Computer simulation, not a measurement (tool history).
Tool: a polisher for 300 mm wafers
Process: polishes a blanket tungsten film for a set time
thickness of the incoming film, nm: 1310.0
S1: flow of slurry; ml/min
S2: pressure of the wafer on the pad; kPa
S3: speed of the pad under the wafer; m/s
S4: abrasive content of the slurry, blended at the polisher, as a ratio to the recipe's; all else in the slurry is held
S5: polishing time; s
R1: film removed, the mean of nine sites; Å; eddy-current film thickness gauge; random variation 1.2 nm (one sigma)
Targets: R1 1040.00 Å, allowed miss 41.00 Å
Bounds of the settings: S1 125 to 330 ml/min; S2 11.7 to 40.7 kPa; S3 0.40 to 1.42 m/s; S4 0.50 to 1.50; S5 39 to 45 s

| run | hour | S1 | S2 | S3 | S4 | S5 | R1 |
|---|---|---|---|---|---|---|---|
| 1 | 0.0 | 210 | 26.2 | 0.90 | 1.00 | 45 | 1855.80 |
| 2 | 7.5 | 160 | 26.2 | 0.90 | 1.00 | 45 | 1765.40 |
| 3 | 12.6 | 160 | 26.2 | 0.90 | 1.00 | 45 | 1790.20 |
| 4 | 17.4 | 160 | 26.2 | 1.12 | 1.00 | 45 | 2227.30 |
| 5 | 18.5 | 160 | 26.2 | 1.12 | 0.80 | 45 | 2105.70 |
| 6 | 25.8 | 160 | 26.2 | 1.12 | 0.80 | 45 | 2058.40 |
| 7 | 31.2 | 160 | 24.1 | 1.10 | 0.80 | 45 | 1921.10 |
| 8 | 35.7 | 160 | 22.1 | 1.06 | 0.80 | 45 | 1653.10 |
| 9 | 42.9 | 160 | 20.7 | 1.06 | 0.80 | 45 | 1567.40 |
| 10 | 46.4 | 160 | 13.8 | 0.98 | 0.80 | 45 | 979.18 |

4 next moves are on the table. One of them brings every result within its allowed miss. Which?
| A | 49.9 | 210 | 12.4 | 1.00 | 0.80 | 43 | ? |
| B | 49.9 | 175 | 15.9 | 0.90 | 0.75 | 45 | ? |
| C | 49.9 | 165 | 11.7 | 1.08 | 0.85 | 42 | ? |
| D | 49.9 | 190 | 15.2 | 0.92 | 0.50 | 45 | ? |

| move | R1 |
|---|---|
| A | 913.63 |
| B | 1044.80 |
| C | 888.79 |
| D | 943.29 |
A: further off than the last run
B: meets every target
C: further off than the last run
D: further off than the last run
Move B is the one to make.
